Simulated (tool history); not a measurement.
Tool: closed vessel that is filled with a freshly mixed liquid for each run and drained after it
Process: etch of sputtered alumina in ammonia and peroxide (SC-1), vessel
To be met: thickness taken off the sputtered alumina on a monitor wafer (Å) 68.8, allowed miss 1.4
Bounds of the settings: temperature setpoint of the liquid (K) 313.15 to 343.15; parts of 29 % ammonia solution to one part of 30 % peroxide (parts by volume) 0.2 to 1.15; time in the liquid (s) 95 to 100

run	day	temperature setpoint of the liquid (K)	parts of 29 % ammonia solution to one part of 30 % peroxide (parts by volume)	time in the liquid (s)	thickness taken off the sputtered alumina on a monitor wafer (Å)
1	0	329.15	0.65	95	118.53
2	0.046	329.15	0.5	95	115.95
3	0.404	326.15	0.5	95	98.262
4	0.588	324.15	0.5	95	89.118
5	0.942	324.15	0.35	95	85.322
6	1.096	323.15	0.35	95	82.036
7	1.238	322.15	0.35	95	76.509
8	1.342	321.65	0.35	95	74.706
9	1.692	321.15	0.35	95	72.865
10	1.917	320.65	0.35	95	70.505

Which of these 5 next moves meets every target?
A	2.142	319.15	0.4	95	?
B	2.142	320.15	0.2	100	?
C	2.142	319.15	0.45	95	?
D	2.142	320.65	0.25	100	?
E	2.142	318.65	0.3	100	?

move	thickness taken off the sputtered alumina on a monitor wafer (Å)
A	65.461
B	68.236
C	66.2
D	71.691
E	65.168
A: takes the result that was furthest off past its target
B: meets every target
C: takes the result that was furthest off past its target
D: further off than the last run
E: takes the result that was furthest off past its target
Answer: B

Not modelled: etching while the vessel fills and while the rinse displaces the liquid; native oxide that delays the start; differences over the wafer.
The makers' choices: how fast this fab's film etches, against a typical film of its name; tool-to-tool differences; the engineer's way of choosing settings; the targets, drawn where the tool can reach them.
